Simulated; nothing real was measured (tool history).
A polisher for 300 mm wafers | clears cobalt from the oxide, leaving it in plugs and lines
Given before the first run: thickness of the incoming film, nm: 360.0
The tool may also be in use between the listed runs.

| run | day | flow of slurry (ml/min) | pressure of the wafer on the pad (psi) | speed of the pad under the wafer (cm/s) | overpolish time after the end point (s) | time until the end point was called (s) | dishing of a wide line in a test structure (angstrom) |
|---|---|---|---|---|---|---|---|
| 1 | 0.000 | 190 | 2.1 | 104 | 10 | 66.473 | 278.18 |
| 2 | 0.375 | 190 | 2.2 | 104 | 10 | 64.559 | 285.48 |
| 3 | 0.708 | 190 | 2.3 | 104 | 10 | 64.207 | 290.88 |
| 4 | 0.967 | 190 | 2.3 | 80 | 10 | 78.702 | 266.58 |
| 5 | 1.108 | 190 | 2.3 | 62 | 10 | 95.210 | 243.44 |
| 6 | 1.350 | 190 | 2.3 | 46 | 10 | 121.100 | 207.21 |
| 7 | 1.633 | 190 | 2.4 | 50 | 10 | 113.400 | 206.64 |

Run 8 comes next. What will it give?
| 8 | 1.700 | 190 | 2.5 | 56 | 11 | ? | ? |

Run 8 came out at time until the end point was called (s) 97.848, dishing of a wide line in a test structure (angstrom) 249.90.
